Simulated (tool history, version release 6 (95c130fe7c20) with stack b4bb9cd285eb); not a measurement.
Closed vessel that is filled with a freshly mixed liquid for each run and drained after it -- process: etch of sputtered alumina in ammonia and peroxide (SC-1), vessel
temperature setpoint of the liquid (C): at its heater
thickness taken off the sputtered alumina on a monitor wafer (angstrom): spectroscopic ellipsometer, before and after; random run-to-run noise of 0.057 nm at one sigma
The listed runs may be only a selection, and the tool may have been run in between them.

run    day  temperature setpoint of the liquid (C)  parts of 29 % ammonia solution to one part of 30 % peroxide (parts by volume)  time in the liquid (s)  thickness taken off the sputtered alumina on a monitor wafer (angstrom)
  1  0.000                                    58.0                                                                           0.85                      50                                                                   46.845
  2  0.329                                    59.5                                                                           0.85                      50                                                                   51.028
  3  0.450                                    59.5                                                                           0.85                      40                                                                   41.066
  4  0.817                                    64.5                                                                           0.85                      40                                                                   52.490
  5  1.108                                    61.5                                                                           0.85                      40                                                                   45.049
  6  1.379                                    63.5                                                                           0.85                      40                                                                   49.655

What does the tool deliver on the next run?
  7  1.633                                    65.0                                                                           0.85                      40                                                                        ?

Run 7 gave thickness taken off the sputtered alumina on a monitor wafer (angstrom) 53.528.

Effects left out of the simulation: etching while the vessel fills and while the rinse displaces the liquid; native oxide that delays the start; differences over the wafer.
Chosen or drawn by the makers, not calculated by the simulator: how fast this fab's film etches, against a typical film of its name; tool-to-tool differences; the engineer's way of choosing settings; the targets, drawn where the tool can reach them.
